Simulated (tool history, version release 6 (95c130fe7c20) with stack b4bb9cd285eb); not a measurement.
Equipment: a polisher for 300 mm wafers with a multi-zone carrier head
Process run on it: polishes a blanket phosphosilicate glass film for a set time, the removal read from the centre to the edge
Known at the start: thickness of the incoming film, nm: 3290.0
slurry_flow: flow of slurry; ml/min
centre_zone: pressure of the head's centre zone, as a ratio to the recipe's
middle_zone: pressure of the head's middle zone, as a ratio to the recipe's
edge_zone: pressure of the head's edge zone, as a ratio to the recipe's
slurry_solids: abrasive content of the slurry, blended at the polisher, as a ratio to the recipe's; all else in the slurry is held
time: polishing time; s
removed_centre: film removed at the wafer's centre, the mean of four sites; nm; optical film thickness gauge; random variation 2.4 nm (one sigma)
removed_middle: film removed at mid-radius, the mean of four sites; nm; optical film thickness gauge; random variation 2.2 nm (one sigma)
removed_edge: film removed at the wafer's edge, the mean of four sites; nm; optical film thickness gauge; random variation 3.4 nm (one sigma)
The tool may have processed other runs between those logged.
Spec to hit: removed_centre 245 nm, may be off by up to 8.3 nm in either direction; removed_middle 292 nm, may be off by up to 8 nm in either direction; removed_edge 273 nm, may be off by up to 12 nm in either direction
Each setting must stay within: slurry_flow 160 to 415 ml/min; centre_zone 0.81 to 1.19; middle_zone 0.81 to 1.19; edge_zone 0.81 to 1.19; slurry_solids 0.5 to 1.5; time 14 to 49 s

run  hour  slurry_flow  centre_zone  middle_zone  edge_zone  slurry_solids  time  removed_centre  removed_middle  removed_edge
  1     0          265            1            1          1              1    31          271.01          267.89        281.66
  2   6.5          265            1            1          1              1    27          233.49          236.15        246.57
  3     9          270            1         1.02       1.01              1    27          240.12          239.57        246.02
  4  11.2          270            1         1.02       1.01              1    35          305.98          312.71        323.15
  5    14          270            1         1.02       1.01            0.8    35          262.35          266.63        276.19
  6  15.7          270            1         1.02       1.01            0.9    35          282.51          290.48         296.4
  7  20.4          265         0.99         1.03          1            0.9    35          281.73          286.37        294.88
  8  28.6          265         0.89         1.13       0.91            0.8    35          229.48          286.84        265.96
  9  30.4          270         0.89         1.13       0.91            0.8    35          232.95           288.5        262.96
 10  35.3          280          0.9         1.12       0.94            0.8    35          236.07          288.45        272.26

Which one of the following 4 next-run settings gets every result inside its allowed miss? There is exactly one.
  A  40.2          335          0.9          1.1       0.91            0.8    35               ?               ?             ?
  B  40.2          275         0.92         1.12       0.92            0.9    35               ?               ?             ?
  C  40.2          265         0.87         1.07          1            0.7    40               ?               ?             ?
  D  40.2          310         0.89          1.1       0.93            0.9    35               ?               ?             ?

move  removed_centre  removed_middle  removed_edge
   A          243.95          291.81        275.45
   B          262.89           313.5        294.54
   C          229.77          279.17        279.24
   D          259.99          314.98        299.79
A: hits every target within its allowed miss
B: moves the result that the last run missed by most past its target, out the other side
C: moves away from the targets compared with the last run
D: moves the result that the last run missed by most past its target, out the other side
The move that meets every target is A.

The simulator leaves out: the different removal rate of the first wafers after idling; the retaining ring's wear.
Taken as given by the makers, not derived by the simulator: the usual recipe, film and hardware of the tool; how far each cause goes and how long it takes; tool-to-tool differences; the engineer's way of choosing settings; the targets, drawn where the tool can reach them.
